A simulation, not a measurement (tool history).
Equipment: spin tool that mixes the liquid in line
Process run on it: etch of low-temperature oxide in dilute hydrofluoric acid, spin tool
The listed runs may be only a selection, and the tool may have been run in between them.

run	hour	temperature setpoint of the liquid (C)	parts of water to one part of 49 % hydrofluoric acid (parts by volume)	time under the liquid (s)	thickness taken off the low-temperature oxide on a monitor wafer (Å)
1	0.0	20.0	160	40	52.777
2	4.1	20.0	160	25	32.905
3	8.0	21.0	160	25	34.293
4	12.5	21.0	195	25	27.363
# hour 16.1: thermometer replaced
5	16.1	21.0	150	25	35.778
6	23.2	20.5	150	25	34.899

What does the tool deliver on the next run?
7	31.0	20.5	145	25	?

Run 7 gave thickness taken off the low-temperature oxide on a monitor wafer (Å) 36.069.
